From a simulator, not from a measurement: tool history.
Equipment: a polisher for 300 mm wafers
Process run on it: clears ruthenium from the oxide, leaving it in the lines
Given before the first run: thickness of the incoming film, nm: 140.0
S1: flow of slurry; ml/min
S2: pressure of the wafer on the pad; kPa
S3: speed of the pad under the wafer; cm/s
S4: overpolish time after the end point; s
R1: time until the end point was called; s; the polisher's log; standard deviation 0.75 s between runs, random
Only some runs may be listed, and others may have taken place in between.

{"run": 1, "hour": 0.0, "S1": 125, "S2": 11.7, "S3": 112, "S4": 8, "R1": 118.58}
{"run": 2, "hour": 3.2, "S1": 135, "S2": 13.1, "S3": 112, "S4": 8, "R1": 105.55}
{"run": 3, "hour": 10.8, "S1": 135, "S2": 13.1, "S3": 94, "S4": 8, "R1": 125.94}
{"run": 4, "hour": 14.1, "S1": 140, "S2": 14.5, "S3": 96, "S4": 8, "R1": 109.31}
{"run": 5, "hour": 16.1, "S1": 145, "S2": 15.9, "S3": 96, "S4": 8, "R1": 99.35}
{"run": 6, "hour": 19.8, "S1": 150, "S2": 16.5, "S3": 98, "S4": 8, "R1": 92.656}
{"run": 7, "hour": 20.8, "S1": 150, "S2": 17.2, "S3": 100, "S4": 8, "R1": 88.542}

What will run 8 give?
{"run": 8, "hour": 25.6, "S1": 155, "S2": 17.9, "S3": 102, "S4": 8, "R1": "?"}

For run 8 the tool returned R1 82.208 s.
